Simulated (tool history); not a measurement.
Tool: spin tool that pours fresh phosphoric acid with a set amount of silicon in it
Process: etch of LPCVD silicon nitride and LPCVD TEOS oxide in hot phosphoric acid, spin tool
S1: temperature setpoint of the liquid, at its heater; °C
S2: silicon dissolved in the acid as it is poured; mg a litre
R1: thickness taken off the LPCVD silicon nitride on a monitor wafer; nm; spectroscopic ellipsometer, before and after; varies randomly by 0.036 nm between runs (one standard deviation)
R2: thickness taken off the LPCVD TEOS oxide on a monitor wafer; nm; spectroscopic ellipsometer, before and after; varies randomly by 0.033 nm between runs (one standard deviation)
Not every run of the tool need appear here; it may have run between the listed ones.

{"run": 1, "hour": 0.0, "S1": 160.0, "S2": 8.5, "time under the liquid (s)": 135, "R1": 13.151, "R2": 0.17733}
{"run": 2, "hour": 2.8, "S1": 160.0, "S2": 8.5, "time under the liquid (s)": 165, "R1": 16.065, "R2": 0.22974}
{"run": 3, "hour": 7.0, "S1": 160.0, "S2": 8.5, "time under the liquid (s)": 210, "R1": 20.503, "R2": 0.27678}
{"run": 4, "hour": 12.8, "S1": 160.0, "S2": 8.5, "time under the liquid (s)": 255, "R1": 24.841, "R2": 0.41761}
{"run": 5, "hour": 18.4, "S1": 158.5, "S2": 8.5, "time under the liquid (s)": 255, "R1": 23.516, "R2": 0.3717}
{"run": 6, "hour": 25.4, "S1": 158.0, "S2": 7.0, "time under the liquid (s)": 225, "R1": 20.488, "R2": 0.35033}
{"run": 7, "hour": 30.3, "S1": 157.5, "S2": 7.5, "time under the liquid (s)": 200, "R1": 17.872, "R2": 0.39766}
{"run": 8, "hour": 36.4, "S1": 157.5, "S2": 9.0, "time under the liquid (s)": 175, "R1": 15.602, "R2": 0.22551}
{"run": 9, "hour": 41.3, "S1": 157.5, "S2": 8.5, "time under the liquid (s)": 160, "R1": 14.306, "R2": 0.24516}
{"run": 10, "hour": 47.6, "S1": 157.5, "S2": 8.5, "time under the liquid (s)": 150, "R1": 13.456, "R2": 0.21958}
{"run": 11, "hour": 48.6, "S1": 157.5, "S2": 8.5, "time under the liquid (s)": 145, "R1": 12.869, "R2": 0.22296}

Run 12 is up next; what results do you expect?
{"run": 12, "hour": 55.8, "S1": 157.5, "S2": 8.5, "time under the liquid (s)": 140, "R1": "?", "R2": "?"}

Run 12 gave R1 12.559 nm, R2 0.15610 nm.
